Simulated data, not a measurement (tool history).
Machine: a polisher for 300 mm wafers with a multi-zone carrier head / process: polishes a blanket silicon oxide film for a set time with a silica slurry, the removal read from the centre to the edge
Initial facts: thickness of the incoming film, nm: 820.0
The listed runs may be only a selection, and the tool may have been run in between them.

run,hour,flow of slurry (ml/min),pressure of the head's centre zone,pressure of the head's middle zone,pressure of the head's edge zone,abrasive content of the slurry,polishing time (s),film removed at the wafer's centre (angstrom),film removed at mid-radius (angstrom),film removed at the wafer's edge (angstrom)
1,0.0,190,1.00,1.00,1.00,1.00,81,1915.9,1821.7,1807.7
2,7.8,190,1.00,1.00,1.00,1.10,81,1988.3,1951.4,1913.8
3,14.3,205,1.03,1.01,1.04,1.15,81,2140.7,2036.3,2017.5
4,20.4,205,1.03,0.93,1.04,1.15,81,2124.4,1911.1,2002.2
5,28.5,205,1.03,0.93,0.96,1.15,81,2132.4,1886.2,1942.9
6,31.1,205,1.03,0.93,0.96,1.25,81,2224.9,1980.9,2027.8
7,35.7,220,1.04,0.95,1.00,1.25,81,2268.6,2038.6,2107.7
8,36.7,230,1.05,0.98,1.02,1.25,81,2279.4,2072.6,2111.0

Forecast run 9:
9,41.8,230,1.06,1.01,1.05,1.30,81,?,?,?

{"run 9": {"film removed at the wafer's centre (angstrom)": 2343.6, "film removed at mid-radius (angstrom)": 2173.9, "film removed at the wafer's edge (angstrom)": 2214.9}}
